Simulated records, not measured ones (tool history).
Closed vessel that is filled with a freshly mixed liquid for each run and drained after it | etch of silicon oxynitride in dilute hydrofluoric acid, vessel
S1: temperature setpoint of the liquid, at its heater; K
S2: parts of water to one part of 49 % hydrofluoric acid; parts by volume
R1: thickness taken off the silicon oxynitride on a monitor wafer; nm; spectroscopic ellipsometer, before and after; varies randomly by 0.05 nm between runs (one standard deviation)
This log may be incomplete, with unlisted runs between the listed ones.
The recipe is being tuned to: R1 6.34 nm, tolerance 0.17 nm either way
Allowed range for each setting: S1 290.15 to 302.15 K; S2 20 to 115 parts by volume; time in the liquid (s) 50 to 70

Run 1, hour 0: S1 294.15 K, S2 65 parts by volume, time in the liquid (s) 70. Result: R1 4.6186 nm.
Run 2, hour 4.1: S1 291.65 K, S2 65 parts by volume, time in the liquid (s) 70. Result: R1 4.0529 nm.
Run 3, hour 5.5: S1 292.65 K, S2 65 parts by volume, time in the liquid (s) 70. Result: R1 4.2405 nm.
Run 4, hour 12.5: S1 294.65 K, S2 65 parts by volume, time in the liquid (s) 70. Result: R1 4.7068 nm.
Run 5, hour 18.1: S1 296.65 K, S2 65 parts by volume, time in the liquid (s) 70. Result: R1 5.1629 nm.
Run 6, hour 25.5: S1 294.15 K, S2 65 parts by volume, time in the liquid (s) 70. Result: R1 4.6053 nm.
Run 7, hour 26.1: S1 294.65 K, S2 65 parts by volume, time in the liquid (s) 70. Result: R1 4.6603 nm.
Run 8, hour 30.5: S1 295.15 K, S2 65 parts by volume, time in the liquid (s) 70. Result: R1 4.824 nm.
Run 9, hour 35: S1 295.65 K, S2 65 parts by volume, time in the liquid (s) 70. Result: R1 4.9119 nm.
Run 10, hour 41: S1 296.15 K, S2 65 parts by volume, time in the liquid (s) 70. Result: R1 5.0052 nm.
Run 11, hour 42.2: S1 296.65 K, S2 65 parts by volume, time in the liquid (s) 70. Result: R1 5.1933 nm.
Run 12, hour 48.9: S1 297.15 K, S2 65 parts by volume, time in the liquid (s) 70. Result: R1 5.3085 nm.

5 candidate next runs follow, results not yet known. Just one meets every target within its allowed miss. Identify it.
Run A, hour 55.6: S1 297.15 K, S2 55 parts by volume, time in the liquid (s) 70. Result: R1 ?.
Run B, hour 55.6: S1 297.15 K, S2 60 parts by volume, time in the liquid (s) 50. Result: R1 ?.
Run C, hour 55.6: S1 296.65 K, S2 70 parts by volume, time in the liquid (s) 70. Result: R1 ?.
Run D, hour 55.6: S1 297.65 K, S2 80 parts by volume, time in the liquid (s) 65. Result: R1 ?.
Run E, hour 55.6: S1 297.65 K, S2 60 parts by volume, time in the liquid (s) 70. Result: R1 ?.

move      R1
   A  6.3641
   B  4.1496
   C    4.82
   D  4.0742
   E  5.9516
A: all results in spec
B: the biggest miss grows against the last run
C: the biggest miss grows against the last run
D: the biggest miss grows against the last run
E: closes in on the targets versus the last run, not all within tolerance yet
The move that meets every target is A.
